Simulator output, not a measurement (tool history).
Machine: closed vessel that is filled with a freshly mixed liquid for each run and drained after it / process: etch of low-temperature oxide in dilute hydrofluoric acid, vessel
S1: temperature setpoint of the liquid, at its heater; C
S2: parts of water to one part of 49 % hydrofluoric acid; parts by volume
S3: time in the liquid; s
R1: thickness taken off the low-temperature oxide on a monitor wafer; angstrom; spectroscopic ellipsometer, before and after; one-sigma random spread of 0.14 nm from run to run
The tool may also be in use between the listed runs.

run,hour,S1,S2,S3,R1
1,0,22,220,225,201.03
2,4.9,20.5,220,225,191.79
3,13,23.5,220,225,209.97
4,16.8,23.5,220,165,152.38
5,18.1,23.5,160,165,226.78
6,19.1,23.5,180,165,200.71
7,20.2,23.5,190,165,186.3

Estimate the outcome of run 8 from the log above:
8,21.9,23.5,190,165,?

{"run 8": {"R1": 182.88}}
